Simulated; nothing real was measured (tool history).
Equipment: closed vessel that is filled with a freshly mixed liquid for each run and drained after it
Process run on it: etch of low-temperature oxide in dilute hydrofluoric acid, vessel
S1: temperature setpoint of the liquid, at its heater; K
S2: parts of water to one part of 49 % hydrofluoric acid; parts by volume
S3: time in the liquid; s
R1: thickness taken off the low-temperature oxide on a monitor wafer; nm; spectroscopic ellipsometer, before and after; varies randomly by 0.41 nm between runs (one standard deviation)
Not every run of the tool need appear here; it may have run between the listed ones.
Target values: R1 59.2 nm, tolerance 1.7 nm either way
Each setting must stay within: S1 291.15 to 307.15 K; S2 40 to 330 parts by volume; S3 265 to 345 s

{"run": 1, "hour": 0.0, "S1": 299.15, "S2": 185, "S3": 345, "R1": 20}
{"run": 2, "hour": 6.2, "S1": 299.15, "S2": 185, "S3": 265, "R1": 15.484}
{"run": 3, "hour": 11.3, "S1": 301.65, "S2": 185, "S3": 265, "R1": 17.026}
{"run": 4, "hour": 15.3, "S1": 303.15, "S2": 145, "S3": 285, "R1": 25.98}
{"run": 5, "hour": 21.9, "S1": 304.65, "S2": 145, "S3": 285, "R1": 27.111}
{"run": 6, "hour": 30.7, "S1": 305.15, "S2": 120, "S3": 285, "R1": 34.624}
{"run": 7, "hour": 36.9, "S1": 305.65, "S2": 105, "S3": 285, "R1": 41.025}
{"run": 8, "hour": 39.5, "S1": 306.15, "S2": 95, "S3": 285, "R1": 47.061}
{"run": 9, "hour": 41.2, "S1": 306.15, "S2": 90, "S3": 285, "R1": 50.603}
{"run": 10, "hour": 49.1, "S1": 306.15, "S2": 85, "S3": 285, "R1": 53.773}

Which of these 5 next moves meets every target?
{"run": "A", "hour": 57.0, "S1": 301.65, "S2": 85, "S3": 290, "R1": "?"}
{"run": "B", "hour": 57.0, "S1": 307.15, "S2": 90, "S3": 345, "R1": "?"}
{"run": "C", "hour": 57.0, "S1": 307.15, "S2": 95, "S3": 345, "R1": "?"}
{"run": "D", "hour": 57.0, "S1": 304.65, "S2": 100, "S3": 305, "R1": "?"}
{"run": "E", "hour": 57.0, "S1": 304.65, "S2": 95, "S3": 315, "R1": "?"}

move=A R1=46.12
move=B R1=63.212
move=C R1=59.417
move=D R1=45.192
move=E R1=49.492
A: moves away from the targets compared with the last run
B: moves the result that the last run missed by most past its target, out the other side
C: each result inside its tolerance
D: moves away from the targets compared with the last run
E: moves away from the targets compared with the last run
So the answer is move C, the one that meets all the targets.
